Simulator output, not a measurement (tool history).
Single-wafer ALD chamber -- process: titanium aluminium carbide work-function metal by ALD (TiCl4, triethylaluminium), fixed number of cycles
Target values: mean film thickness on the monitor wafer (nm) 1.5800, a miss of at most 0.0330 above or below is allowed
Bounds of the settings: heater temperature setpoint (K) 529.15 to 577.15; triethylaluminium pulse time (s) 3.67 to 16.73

run	hour	heater temperature setpoint (K)	triethylaluminium pulse time (s)	mean film thickness on the monitor wafer (nm)
1	0.0	553.15	10.20	1.7756
2	3.0	542.15	10.20	1.6875
3	5.9	549.15	10.20	1.7541
4	14.6	549.15	12.71	1.7894
5	19.0	554.15	12.71	1.8362
6	25.9	560.15	12.71	1.8883
7	34.3	548.15	9.45	1.7152
8	42.9	546.15	9.17	1.6844
# hour 47.8: thermocouple changed; heater temperature recalibrated
9	47.8	544.15	8.98	1.6352
10	51.6	543.15	8.92	1.6141
11	56.5	543.15	8.89	1.6180

Which of these 5 next moves meets every target?
A	61.4	547.15	9.09	?
B	61.4	538.15	8.83	?
C	61.4	543.15	9.88	?
D	61.4	543.15	9.96	?
E	61.4	551.15	8.18	?

move	mean film thickness on the monitor wafer (nm)
A	1.6583
B	1.5694
C	1.6546
D	1.6570
E	1.6358
A: the biggest miss grows against the last run
B: all results in spec
C: the biggest miss grows against the last run
D: the biggest miss grows against the last run
E: the biggest miss grows against the last run
Answer: B
